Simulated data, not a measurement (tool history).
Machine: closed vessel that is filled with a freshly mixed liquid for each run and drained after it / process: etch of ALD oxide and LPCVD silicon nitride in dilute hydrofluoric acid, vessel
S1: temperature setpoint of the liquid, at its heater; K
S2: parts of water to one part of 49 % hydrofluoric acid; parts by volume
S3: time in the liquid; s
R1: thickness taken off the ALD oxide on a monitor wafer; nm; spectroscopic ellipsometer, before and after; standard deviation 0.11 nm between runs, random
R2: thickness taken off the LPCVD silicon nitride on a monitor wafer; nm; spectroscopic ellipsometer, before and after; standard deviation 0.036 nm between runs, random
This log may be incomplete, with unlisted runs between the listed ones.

run	hour	S1	S2	S3	R1	R2
1	0	298.15	70	100	29.255	0.7373
2	6.8	299.15	70	100	30.388	0.8041
3	15.7	299.15	95	100	21.868	0.5888
4	22.1	300.65	95	100	23.052	0.64646
5	23.7	301.65	90	100	25.576	0.75342
6	27.3	301.65	110	100	20.342	0.6038

Forecast run 7:
7	32.2	302.15	100	100	?	?

R1: 23.109 nm
R2: 0.63285 nm
